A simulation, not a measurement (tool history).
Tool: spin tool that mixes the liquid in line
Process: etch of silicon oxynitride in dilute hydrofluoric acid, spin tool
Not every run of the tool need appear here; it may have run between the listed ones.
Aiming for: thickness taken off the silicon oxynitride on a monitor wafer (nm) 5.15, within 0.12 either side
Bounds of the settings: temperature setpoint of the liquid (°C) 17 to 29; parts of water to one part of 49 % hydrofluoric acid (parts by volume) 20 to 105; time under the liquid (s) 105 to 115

run    day  temperature setpoint of the liquid (°C)  parts of water to one part of 49 % hydrofluoric acid (parts by volume)  time under the liquid (s)  thickness taken off the silicon oxynitride on a monitor wafer (nm)
  1      0                                       21                                                                      55                        105                                                              6.5613
  2  0.083                                       21                                                                      55                        105                                                              6.5886
  3  0.358                                     20.5                                                                      55                        105                                                              6.3972
  4  0.671                                       20                                                                      55                        105                                                              6.1909
  5  0.883                                     19.5                                                                      55                        105                                                              6.1279
  6  1.158                                       19                                                                      55                        105                                                              5.9021
     1.342  -- hydrofluoric acid flow meter replaced
  7  1.342                                     18.5                                                                      55                        105                                                              6.3582
  8  1.638                                     18.5                                                                      60                        105                                                              5.7827

Below are 4 possible settings for the next run. Only one of them brings all results inside the allowed miss of their targets. Which is it?
  A  1.933                                     19.5                                                                      65                        105                                                                   ?
  B  1.933                                       17                                                                      50                        110                                                                   ?
  C  1.933                                       20                                                                      65                        115                                                                   ?
  D  1.933                                       21                                                                      75                        105                                                                   ?

move  thickness taken off the silicon oxynitride on a monitor wafer (nm)
   A                                                              5.6804
   B                                                              6.8816
   C                                                              6.3788
   D                                                              5.2647
A: closer than the last run, but not yet in spec
B: lands further from the targets than the last run did
C: lands further from the targets than the last run did
D: in spec on every target
The right move is D.
